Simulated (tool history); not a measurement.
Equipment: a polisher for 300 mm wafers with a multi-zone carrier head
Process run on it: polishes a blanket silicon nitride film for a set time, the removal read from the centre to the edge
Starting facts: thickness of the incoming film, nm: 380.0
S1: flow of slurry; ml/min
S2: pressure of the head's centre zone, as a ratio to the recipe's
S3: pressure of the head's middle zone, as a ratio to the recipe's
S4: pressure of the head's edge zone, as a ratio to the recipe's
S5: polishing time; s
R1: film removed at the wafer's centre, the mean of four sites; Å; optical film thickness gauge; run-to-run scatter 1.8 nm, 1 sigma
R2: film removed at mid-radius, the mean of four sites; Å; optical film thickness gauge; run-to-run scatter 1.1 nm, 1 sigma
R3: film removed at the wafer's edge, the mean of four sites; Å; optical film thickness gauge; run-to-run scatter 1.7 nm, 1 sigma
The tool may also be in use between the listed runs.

run  hour   S1    S2    S3    S4  S5      R1      R2      R3
  1   0.0  180  1.00  1.00  1.00  78  1144.5  1148.9  1163.8
  2   7.9  190  1.00  1.00  1.04  82  1170.9  1230.5  1239.9
  3  15.7  235  1.00  1.00  1.04  82  1248.4  1257.0  1267.6
  4  24.7  235  1.00  0.95  1.04  82  1242.0  1226.6  1272.2
  5  26.5  230  1.00  0.94  1.07  86  1284.6  1271.2  1363.5
  6  29.3  230  1.00  0.94  1.10  86  1261.0  1256.3  1372.9

Run 7 is up next; what results do you expect?
  7  37.5  230  1.01  0.95  1.11  89   ?   ?   ?

{"run 7": {"R1": 1347.6, "R2": 1308.9, "R3": 1406.8}}
